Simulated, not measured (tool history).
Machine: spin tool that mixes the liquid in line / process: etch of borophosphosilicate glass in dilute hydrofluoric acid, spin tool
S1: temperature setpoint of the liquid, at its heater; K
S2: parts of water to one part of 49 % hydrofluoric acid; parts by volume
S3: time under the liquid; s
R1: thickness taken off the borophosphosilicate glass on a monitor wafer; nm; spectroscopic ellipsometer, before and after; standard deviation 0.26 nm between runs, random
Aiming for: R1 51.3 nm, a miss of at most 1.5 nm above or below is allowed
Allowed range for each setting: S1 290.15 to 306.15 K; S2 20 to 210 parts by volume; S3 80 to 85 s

run  hour      S1   S2  S3      R1
  1     0  298.15  115  80  23.369
  2     4  294.65  115  80  20.462
  3  11.9  297.65  100  80  26.845
  4  15.4  297.65   65  80  42.815
  5  23.7  299.15   65  80  45.589
  6  31.9  299.15   20  80  156.64
  7  34.6  296.65   30  80  93.881
  8  43.6  294.65   35  80  73.472
  9  47.1  293.65   35  80  70.621

4 candidate next runs follow, results not yet known. Just one meets every target within its allowed miss. Identify it.
  A  50.6  295.15  50  85   ?
  B  50.6  291.15  35  85   ?
  C  50.6  295.15  50  80   ?
  D  50.6  295.65  50  85   ?

move      R1
   A  54.205
   B  66.469
   C  51.016
   D  55.347
A: closes in on the targets versus the last run, not all within tolerance yet
B: closes in on the targets versus the last run, not all within tolerance yet
C: meets every target
D: closes in on the targets versus the last run, not all within tolerance yet
Move C is the one to make.
